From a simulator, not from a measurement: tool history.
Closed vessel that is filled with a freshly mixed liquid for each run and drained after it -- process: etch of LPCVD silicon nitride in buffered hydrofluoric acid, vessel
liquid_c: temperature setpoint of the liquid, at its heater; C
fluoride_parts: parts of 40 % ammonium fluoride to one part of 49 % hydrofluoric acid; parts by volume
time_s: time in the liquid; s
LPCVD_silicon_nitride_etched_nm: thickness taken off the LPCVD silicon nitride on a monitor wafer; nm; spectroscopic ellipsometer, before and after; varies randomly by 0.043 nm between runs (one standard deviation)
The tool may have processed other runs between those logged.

run	hour	liquid_c	fluoride_parts	time_s	LPCVD_silicon_nitride_etched_nm
1	0.0	23.0	23.0	1030	7.1122
2	7.6	23.0	23.0	1030	7.0518
3	10.4	23.0	23.0	1030	7.1298
4	14.8	22.0	23.0	1030	6.7989
5	17.4	21.5	23.0	1030	6.5589
6	23.8	21.5	19.5	1030	7.4086

Run 7 is up next; what results do you expect?
7	27.1	20.5	19.5	1030	?

LPCVD_silicon_nitride_etched_nm: 6.9660 nm
